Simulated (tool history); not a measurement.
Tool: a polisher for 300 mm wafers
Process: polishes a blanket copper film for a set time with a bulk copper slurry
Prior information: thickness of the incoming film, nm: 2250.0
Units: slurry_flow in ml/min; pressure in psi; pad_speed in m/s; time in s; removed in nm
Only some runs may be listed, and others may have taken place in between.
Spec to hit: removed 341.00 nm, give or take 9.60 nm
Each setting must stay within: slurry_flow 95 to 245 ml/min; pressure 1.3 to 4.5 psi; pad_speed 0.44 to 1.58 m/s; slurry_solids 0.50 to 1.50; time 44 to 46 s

run 1 day=0.000 | slurry_flow=155 pressure=2.9 pad_speed=1.00 slurry_solids=1.00 time=44 | removed=500.50
run 2 day=0.125 | slurry_flow=155 pressure=2.9 pad_speed=1.00 slurry_solids=1.00 time=44 | removed=494.67
run 3 day=0.308 | slurry_flow=135 pressure=2.9 pad_speed=1.00 slurry_solids=1.00 time=44 | removed=479.93
run 4 day=0.646 | slurry_flow=135 pressure=2.9 pad_speed=1.00 slurry_solids=1.10 time=44 | removed=496.43
run 5 day=0.808 | slurry_flow=165 pressure=2.9 pad_speed=1.00 slurry_solids=1.10 time=44 | removed=505.70
run 6 day=1.121 | slurry_flow=160 pressure=2.6 pad_speed=1.00 slurry_solids=1.10 time=44 | removed=456.80
run 7 day=1.379 | slurry_flow=155 pressure=2.4 pad_speed=1.00 slurry_solids=1.10 time=44 | removed=412.81
run 8 day=1.538 | slurry_flow=145 pressure=2.3 pad_speed=1.00 slurry_solids=1.10 time=44 | removed=393.62
run 9 day=1.762 | slurry_flow=120 pressure=1.9 pad_speed=1.00 slurry_solids=1.10 time=44 | removed=318.77
run 10 day=1.875 | slurry_flow=130 pressure=1.9 pad_speed=1.00 slurry_solids=1.10 time=44 | removed=320.91
run 11 day=1.942 | slurry_flow=150 pressure=2.1 pad_speed=1.00 slurry_solids=1.10 time=44 | removed=369.86
run 12 day=2.108 | slurry_flow=120 pressure=2.1 pad_speed=1.00 slurry_solids=1.10 time=44 | removed=355.32

5 next moves are on the table. One of them brings every result within its allowed miss. Which?
run A day=2.275 | slurry_flow=95 pressure=2.2 pad_speed=0.84 slurry_solids=1.30 time=44 | removed=?
run B day=2.275 | slurry_flow=130 pressure=2.4 pad_speed=0.74 slurry_solids=1.05 time=44 | removed=?
run C day=2.275 | slurry_flow=135 pressure=2.0 pad_speed=0.96 slurry_solids=1.25 time=46 | removed=?
run D day=2.275 | slurry_flow=135 pressure=1.6 pad_speed=1.30 slurry_solids=1.05 time=44 | removed=?
run E day=2.275 | slurry_flow=135 pressure=1.9 pad_speed=1.00 slurry_solids=1.05 time=44 | removed=?

move=A removed=313.94
move=B removed=314.76
move=C removed=354.56
move=D removed=343.05
move=E removed=323.18
A: moves the result that the last run missed by most past its target, out the other side
B: moves the result that the last run missed by most past its target, out the other side
C: closer than the last run, but not yet in spec
D: every result within its allowed miss
E: moves the result that the last run missed by most past its target, out the other side
D meets every target.

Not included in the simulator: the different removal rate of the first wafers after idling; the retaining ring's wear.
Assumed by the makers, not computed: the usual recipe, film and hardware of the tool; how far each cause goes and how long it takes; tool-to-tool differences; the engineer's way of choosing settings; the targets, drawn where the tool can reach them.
